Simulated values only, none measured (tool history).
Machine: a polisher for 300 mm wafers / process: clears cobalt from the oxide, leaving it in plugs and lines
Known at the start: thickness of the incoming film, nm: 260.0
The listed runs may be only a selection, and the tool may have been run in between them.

run,hour,flow of slurry (ml/min),pressure of the wafer on the pad (psi),speed of the pad under the wafer (cm/s),overpolish time after the end point (s),time until the end point was called (s),dishing of a wide line in a test structure (Å)
1,0,310,1.8,84,9,77.335,255.63
2,4.5,310,1.8,84,6,75.057,179.4
3,11,310,1.9,84,6,73.916,183.02
4,12.1,310,1.9,84,9,72.888,268.22
5,14.1,285,1.9,84,9,73.678,264.08
6,18.9,285,1.9,64,9,88.861,224.52
7,21.7,285,2,68,8,78.243,219.47
8,29.5,285,2.1,70,8,77.394,233.69
9,34.5,285,2.2,74,7,68.777,226.54
10,37.4,285,2.3,76,7,65.033,232.02
11,46.4,285,2.4,78,7,62.739,245.04
12,51.3,285,2.5,82,7,58.874,260.39
13,54.9,285,2.5,86,7,56.216,263.93
14,56.3,285,2.5,88,7,54.527,274.77
15,63.6,290,2.8,96,3,44.963,155.38
16,65.8,290,2.8,98,3,45.18,157.85
17,69.5,290,2.8,100,3,44.629,156.9
18,78.2,290,2.8,102,3,43.173,162.93

Estimate the outcome of run 19 from the log above:
19,79.6,290,2.8,104,3,?,?

Run 19 produced time until the end point was called (s) 42.115, dishing of a wide line in a test structure (Å) 161.66.
